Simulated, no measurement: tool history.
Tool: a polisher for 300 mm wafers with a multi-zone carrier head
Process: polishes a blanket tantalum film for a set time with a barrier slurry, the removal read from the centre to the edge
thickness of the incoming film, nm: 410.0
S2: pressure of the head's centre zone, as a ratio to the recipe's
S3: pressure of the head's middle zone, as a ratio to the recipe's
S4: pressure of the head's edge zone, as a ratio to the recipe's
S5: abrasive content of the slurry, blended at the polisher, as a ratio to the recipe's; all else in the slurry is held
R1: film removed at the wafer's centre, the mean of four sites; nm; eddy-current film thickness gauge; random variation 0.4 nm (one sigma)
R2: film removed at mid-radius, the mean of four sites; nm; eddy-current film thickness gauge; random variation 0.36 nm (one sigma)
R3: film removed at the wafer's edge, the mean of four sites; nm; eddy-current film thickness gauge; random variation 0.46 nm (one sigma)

run 1 hour=0.0 | flow_of_slurry_(ml/min)=285 S2=1.00 S3=1.00 S4=1.00 S5=1.00 polishing_time_(s)=48 | R1=44.515 R2=47.613 R3=48.006
run 2 hour=8.9 | flow_of_slurry_(ml/min)=280 S2=0.98 S3=0.95 S4=1.00 S5=0.85 polishing_time_(s)=47 | R1=41.398 R2=42.622 R3=45.088
run 3 hour=14.8 | flow_of_slurry_(ml/min)=280 S2=0.98 S3=0.95 S4=1.00 S5=0.85 polishing_time_(s)=41 | R1=35.142 R2=37.100 R3=39.990
run 4 hour=21.0 | flow_of_slurry_(ml/min)=335 S2=0.98 S3=0.95 S4=1.00 S5=0.85 polishing_time_(s)=41 | R1=36.466 R2=37.865 R3=39.902
run 5 hour=29.0 | flow_of_slurry_(ml/min)=325 S2=0.97 S3=0.92 S4=1.01 S5=0.85 polishing_time_(s)=41 | R1=36.212 R2=36.498 R3=40.205
run 6 hour=35.6 | flow_of_slurry_(ml/min)=325 S2=0.97 S3=0.92 S4=1.01 S5=0.95 polishing_time_(s)=41 | R1=36.263 R2=38.366 R3=40.980
run 7 hour=37.3 | flow_of_slurry_(ml/min)=325 S2=0.97 S3=0.92 S4=1.01 S5=0.95 polishing_time_(s)=41 | R1=37.507 R2=38.051 R3=41.128
run 8 hour=41.9 | flow_of_slurry_(ml/min)=325 S2=0.97 S3=0.92 S4=1.01 S5=0.95 polishing_time_(s)=41 | R1=36.514 R2=38.333 R3=40.625
run 9 hour=48.7 | flow_of_slurry_(ml/min)=315 S2=0.96 S3=0.89 S4=1.02 S5=0.90 polishing_time_(s)=41 | R1=35.327 R2=36.437 R3=41.286
run 10 hour=56.1 | flow_of_slurry_(ml/min)=310 S2=0.96 S3=0.87 S4=1.01 S5=0.85 polishing_time_(s)=41 | R1=35.613 R2=34.796 R3=40.914
run 11 hour=58.3 | flow_of_slurry_(ml/min)=310 S2=0.95 S3=0.87 S4=1.00 S5=0.85 polishing_time_(s)=41 | R1=34.117 R2=35.504 R3=38.961

Run 12 comes next. What will it give?
run 12 hour=63.8 | flow_of_slurry_(ml/min)=310 S2=0.95 S3=0.87 S4=1.00 S5=0.85 polishing_time_(s)=41 | R1=? R2=? R3=?

R1: 35.143 nm
R2: 35.138 nm
R3: 40.030 nm
